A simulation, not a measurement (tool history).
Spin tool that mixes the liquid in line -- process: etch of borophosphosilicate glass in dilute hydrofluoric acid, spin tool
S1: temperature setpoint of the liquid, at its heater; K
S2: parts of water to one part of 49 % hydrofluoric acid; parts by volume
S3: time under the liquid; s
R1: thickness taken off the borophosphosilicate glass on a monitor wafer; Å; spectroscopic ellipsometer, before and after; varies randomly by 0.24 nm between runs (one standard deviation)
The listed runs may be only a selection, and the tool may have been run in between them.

run  hour      S1  S2   S3      R1
  1     0  293.15  75  110  351.96
  2   3.8  293.15  50  110  557.55
  3  10.1  292.65  55  110     486
  4  18.4  292.15  60  110  430.71
  5  20.3  292.15  50  110  535.91
  6  25.9  291.65  55  110  473.54
  7  32.9  290.15  85  110  278.17

What does the tool deliver on the next run?
  8  33.9  290.15  85  110   ?

{"run 8": {"R1": 273.48}}
